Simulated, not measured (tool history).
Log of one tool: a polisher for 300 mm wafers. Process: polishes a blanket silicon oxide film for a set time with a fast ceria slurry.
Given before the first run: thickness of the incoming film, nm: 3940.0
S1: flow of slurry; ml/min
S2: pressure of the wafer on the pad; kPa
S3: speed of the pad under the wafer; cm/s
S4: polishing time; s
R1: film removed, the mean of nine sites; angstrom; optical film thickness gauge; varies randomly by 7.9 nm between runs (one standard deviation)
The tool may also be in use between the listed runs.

run 1 hour=0.0 | S1=295 S2=15.2 S3=110 S4=36 | R1=5832.7
run 2 hour=2.2 | S1=295 S2=15.9 S3=110 S4=36 | R1=6189.1
run 3 hour=8.0 | S1=295 S2=15.9 S3=90 S4=36 | R1=5102.8
run 4 hour=9.0 | S1=295 S2=16.5 S3=90 S4=36 | R1=5320.5
run 5 hour=9.6 | S1=295 S2=17.2 S3=90 S4=36 | R1=5509.6
run 6 hour=18.0 | S1=295 S2=17.9 S3=90 S4=36 | R1=5655.5
run 7 hour=22.3 | S1=295 S2=18.6 S3=92 S4=36 | R1=6095.9

Run 8 comes next. What will it give?
run 8 hour=29.0 | S1=295 S2=19.3 S3=92 S4=36 | R1=?

Run 8 gave R1 6243.9 angstrom.
